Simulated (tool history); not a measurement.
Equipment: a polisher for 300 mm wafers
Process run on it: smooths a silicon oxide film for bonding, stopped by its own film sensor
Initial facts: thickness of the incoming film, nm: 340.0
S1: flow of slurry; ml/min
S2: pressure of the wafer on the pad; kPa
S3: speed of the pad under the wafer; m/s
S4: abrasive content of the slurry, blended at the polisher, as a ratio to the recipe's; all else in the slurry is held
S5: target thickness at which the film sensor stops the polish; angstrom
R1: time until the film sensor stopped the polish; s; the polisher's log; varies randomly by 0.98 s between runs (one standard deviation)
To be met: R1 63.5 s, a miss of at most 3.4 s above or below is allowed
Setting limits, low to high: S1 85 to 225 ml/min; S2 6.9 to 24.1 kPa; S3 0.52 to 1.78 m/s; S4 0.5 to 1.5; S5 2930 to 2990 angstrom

{"run": 1, "day": 0.0, "S1": 145, "S2": 15.2, "S3": 1.14, "S4": 1, "S5": 2930, "R1": 49.714}
{"run": 2, "day": 0.129, "S1": 145, "S2": 15.2, "S3": 1.14, "S4": 1.15, "S5": 2930, "R1": 45.626}
{"run": 3, "day": 0.488, "S1": 145, "S2": 15.2, "S3": 1.14, "S4": 1.15, "S5": 2990, "R1": 39.767}
{"run": 4, "day": 0.762, "S1": 110, "S2": 15.2, "S3": 1.14, "S4": 1.15, "S5": 2990, "R1": 41.748}
{"run": 5, "day": 1.067, "S1": 110, "S2": 15.2, "S3": 1.14, "S4": 1.25, "S5": 2990, "R1": 40.187}
{"run": 6, "day": 1.358, "S1": 110, "S2": 11.7, "S3": 1.14, "S4": 1.25, "S5": 2990, "R1": 53.305}
{"run": 7, "day": 1.608, "S1": 110, "S2": 11, "S3": 1.14, "S4": 1.25, "S5": 2990, "R1": 54.309}
{"run": 8, "day": 1.688, "S1": 110, "S2": 8.3, "S3": 1.12, "S4": 1.25, "S5": 2990, "R1": 71.534}
{"run": 9, "day": 1.733, "S1": 110, "S2": 9, "S3": 1.12, "S4": 1.25, "S5": 2990, "R1": 69.694}

Which of these 4 next moves meets every target?
{"run": "A", "day": 1.779, "S1": 90, "S2": 10.3, "S3": 0.82, "S4": 1.25, "S5": 2990, "R1": "?"}
{"run": "B", "day": 1.779, "S1": 125, "S2": 11, "S3": 0.98, "S4": 1.35, "S5": 2950, "R1": "?"}
{"run": "C", "day": 1.779, "S1": 100, "S2": 9, "S3": 1.26, "S4": 0.95, "S5": 2980, "R1": "?"}
{"run": "D", "day": 1.779, "S1": 90, "S2": 9.7, "S3": 1.06, "S4": 1.3, "S5": 2980, "R1": "?"}

move=A R1=79.151
move=B R1=63.727
move=C R1=73.346
move=D R1=69.353
A: its largest miss is bigger than the last run's
B: in spec on every target
C: its largest miss is bigger than the last run's
D: closer than the last run, but not yet in spec
Answer: B
